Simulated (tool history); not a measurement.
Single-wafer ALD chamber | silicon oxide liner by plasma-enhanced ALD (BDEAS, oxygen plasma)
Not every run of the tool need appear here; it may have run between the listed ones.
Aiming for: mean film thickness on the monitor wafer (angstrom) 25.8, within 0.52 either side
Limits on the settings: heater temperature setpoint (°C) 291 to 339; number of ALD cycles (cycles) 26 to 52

| run | hour | heater temperature setpoint (°C) | number of ALD cycles (cycles) | mean film thickness on the monitor wafer (angstrom) |
|---|---|---|---|---|
| 1 | 0 | 315 | 39 | 34.822 |
| 2 | 7.9 | 316 | 36 | 31.85 |
| 3 | 13.2 | 316 | 33 | 29.003 |
| 4 | 15.9 | 323 | 33 | 28.491 |
| 5 | 19.5 | 323 | 37 | 32.22 |
| 6 | 20.5 | 313 | 37 | 32.927 |
| 7 | 25.7 | 315 | 35 | 30.899 |
| 8 | 29.2 | 315 | 35 | 30.847 |
| 9 | 32.4 | 316 | 33 | 28.958 |
| 10 | 34.7 | 320 | 28 | 24.771 |
| 11 | 43.4 | 319 | 28 | 24.627 |

Exactly one of the 4 candidate moves below puts every result within its allowed miss. Which one?
| A | 52.1 | 326 | 30 | ? |
| B | 52.1 | 317 | 26 | ? |
| C | 52.1 | 323 | 27 | ? |
| D | 52.1 | 314 | 27 | ? |

| move | mean film thickness on the monitor wafer (angstrom) |
|---|---|
| A | 25.781 |
| B | 22.677 |
| C | 23.318 |
| D | 23.665 |
A: hits every target within its allowed miss
B: moves away from the targets compared with the last run
C: moves away from the targets compared with the last run
D: moves away from the targets compared with the last run
Answer: A
